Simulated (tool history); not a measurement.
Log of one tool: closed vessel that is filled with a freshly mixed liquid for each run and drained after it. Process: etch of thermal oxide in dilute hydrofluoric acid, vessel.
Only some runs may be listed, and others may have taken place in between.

run    day  temperature setpoint of the liquid (°C)  parts of water to one part of 49 % hydrofluoric acid (parts by volume)  time in the liquid (s)  thickness taken off the thermal oxide on a monitor wafer (Å)
  1  0.000                                     25.0                                                                     195                    2060                                                        454.92
  2  0.146                                     24.5                                                                     195                    2060                                                        447.70
  3  0.446                                     27.0                                                                     195                    2060                                                        487.87
  4  0.812                                     27.0                                                                     155                    2060                                                        648.86
  5  0.892                                     27.0                                                                     210                    2060                                                        450.39
  6  1.162                                     27.0                                                                     210                    2060                                                        451.89
     1.562  -- hydrofluoric acid flow meter replaced
  7  1.562                                     26.5                                                                     210                    2060                                                        509.06

Estimate the outcome of run 8 from the log above:
  8  1.733                                     25.5                                                                     210                    2060                                                             ?

{"run 8": {"thickness taken off the thermal oxide on a monitor wafer (Å)": 491.75}}

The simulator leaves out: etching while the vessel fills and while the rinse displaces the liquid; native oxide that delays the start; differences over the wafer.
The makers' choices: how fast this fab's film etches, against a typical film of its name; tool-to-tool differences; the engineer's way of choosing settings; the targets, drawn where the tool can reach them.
